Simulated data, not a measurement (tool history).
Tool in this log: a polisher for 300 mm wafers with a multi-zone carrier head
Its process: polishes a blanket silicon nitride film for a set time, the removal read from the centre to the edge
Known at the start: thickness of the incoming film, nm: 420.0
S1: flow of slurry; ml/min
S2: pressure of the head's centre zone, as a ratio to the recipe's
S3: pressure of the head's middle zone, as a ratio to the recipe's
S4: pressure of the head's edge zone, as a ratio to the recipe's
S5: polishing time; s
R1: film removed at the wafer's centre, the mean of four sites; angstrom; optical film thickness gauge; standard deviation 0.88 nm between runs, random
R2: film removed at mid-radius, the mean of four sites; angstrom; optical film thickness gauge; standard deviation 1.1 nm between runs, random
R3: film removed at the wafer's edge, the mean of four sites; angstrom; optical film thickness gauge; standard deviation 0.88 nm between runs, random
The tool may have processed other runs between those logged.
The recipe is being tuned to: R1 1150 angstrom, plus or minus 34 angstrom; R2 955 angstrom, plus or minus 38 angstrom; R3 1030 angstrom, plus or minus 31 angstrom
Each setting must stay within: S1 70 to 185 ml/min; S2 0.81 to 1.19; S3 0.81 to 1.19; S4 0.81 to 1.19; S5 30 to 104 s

| run | hour | S1 | S2 | S3 | S4 | S5 | R1 | R2 | R3 |
|---|---|---|---|---|---|---|---|---|---|
| 1 | 0 | 120 | 1 | 1 | 1 | 67 | 1562.3 | 1537.5 | 1552.5 |
| 2 | 1.3 | 115 | 1.01 | 0.98 | 0.98 | 63 | 1469.9 | 1379.3 | 1439.9 |
| 3 | 10 | 115 | 1.01 | 0.9 | 0.98 | 63 | 1466.5 | 1322.3 | 1448.9 |
| 4 | 18 | 115 | 0.95 | 0.9 | 0.98 | 63 | 1363.5 | 1287.5 | 1433.8 |
| 5 | 23.7 | 115 | 0.95 | 0.9 | 0.98 | 71 | 1549.3 | 1477.1 | 1597.2 |
| 6 | 28 | 115 | 0.97 | 0.9 | 0.95 | 67 | 1489.5 | 1366 | 1502.4 |
| 7 | 28.9 | 115 | 0.98 | 0.91 | 0.93 | 63 | 1421.6 | 1312 | 1389.7 |
| 8 | 37.4 | 110 | 0.99 | 0.9 | 0.91 | 61 | 1360.2 | 1250.2 | 1321.8 |
| 9 | 41.3 | 105 | 1 | 0.89 | 0.89 | 59 | 1326.6 | 1178.9 | 1264.6 |
| 10 | 43.4 | 90 | 1.03 | 0.87 | 0.81 | 47 | 1035.5 | 888.81 | 947.31 |
| 11 | 45 | 95 | 1.03 | 0.87 | 0.82 | 47 | 1039.2 | 908.5 | 956.39 |
| 12 | 53.2 | 100 | 1.04 | 0.86 | 0.83 | 47 | 1084.7 | 914.95 | 977.95 |
| 13 | 59.1 | 105 | 1.04 | 0.86 | 0.84 | 47 | 1097.3 | 926.85 | 986.2 |
| 14 | 67 | 105 | 1.04 | 0.86 | 0.85 | 47 | 1087.9 | 915.63 | 983.91 |
| 15 | 74.6 | 110 | 1.04 | 0.86 | 0.86 | 47 | 1105.4 | 922.41 | 1010.4 |

Which one of the following 5 next-run settings gets every result inside its allowed miss? There is exactly one.
| A | 82.2 | 110 | 1.03 | 0.86 | 0.87 | 44 | ? | ? | ? |
| B | 82.2 | 90 | 1 | 0.89 | 0.83 | 49 | ? | ? | ? |
| C | 82.2 | 115 | 0.97 | 0.81 | 0.83 | 49 | ? | ? | ? |
| D | 82.2 | 105 | 1.04 | 0.83 | 0.88 | 47 | ? | ? | ? |
| E | 82.2 | 115 | 1.05 | 0.87 | 0.87 | 48 | ? | ? | ? |

| move | R1 | R2 | R3 |
|---|---|---|---|
| A | 1044 | 872.58 | 951.89 |
| B | 1059 | 946.01 | 999.53 |
| C | 1107.8 | 935.76 | 1046.6 |
| D | 1110.5 | 894.49 | 1014.2 |
| E | 1175.9 | 971.5 | 1046.2 |
A: misses by more than the last run did
B: misses by more than the last run did
C: closer than the last run, but not yet in spec
D: misses by more than the last run did
E: all results land within tolerance of their targets
Correct choice: E, which meets every target
